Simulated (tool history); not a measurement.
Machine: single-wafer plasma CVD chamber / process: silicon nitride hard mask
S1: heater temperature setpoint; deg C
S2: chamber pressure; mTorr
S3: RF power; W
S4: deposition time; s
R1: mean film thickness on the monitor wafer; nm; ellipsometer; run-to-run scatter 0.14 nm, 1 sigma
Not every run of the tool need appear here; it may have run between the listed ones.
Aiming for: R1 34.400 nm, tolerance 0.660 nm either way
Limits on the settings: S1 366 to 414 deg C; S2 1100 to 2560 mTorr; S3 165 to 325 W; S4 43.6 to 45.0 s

run    day   S1    S2   S3    S4      R1
  1  0.000  390  1830  245  43.6  43.573
  2  0.162  390  1720  245  43.6  42.785
  3  0.408  390  1550  230  43.6  38.737
  4  0.462  390  1550  265  43.6  44.876
  5  0.608  390  1420  250  43.6  41.316
  6  0.925  390  1330  240  43.6  39.188
  7  1.175  390  1270  230  43.6  36.927
  8  1.321  390  1220  225  43.6  35.706
  9  1.642  390  1190  225  43.6  35.107
 10  1.733  390  1160  225  43.6  35.120
 11  2.083  390  1100  220  43.6  33.660

5 candidate next runs follow, results not yet known. Just one meets every target within its allowed miss. Identify it.
  A  2.433  406  1100  215  43.6   ?
  B  2.433  409  1140  210  44.3   ?
  C  2.433  392  1430  200  44.2   ?
  D  2.433  390  1120  210  44.3   ?
  E  2.433  384  1100  225  43.6   ?

move      R1
   A  32.485
   B  32.479
   C  32.941
   D  32.547
   E  34.381
A: further off than the last run
B: further off than the last run
C: further off than the last run
D: further off than the last run
E: in spec on every target
E meets every target.

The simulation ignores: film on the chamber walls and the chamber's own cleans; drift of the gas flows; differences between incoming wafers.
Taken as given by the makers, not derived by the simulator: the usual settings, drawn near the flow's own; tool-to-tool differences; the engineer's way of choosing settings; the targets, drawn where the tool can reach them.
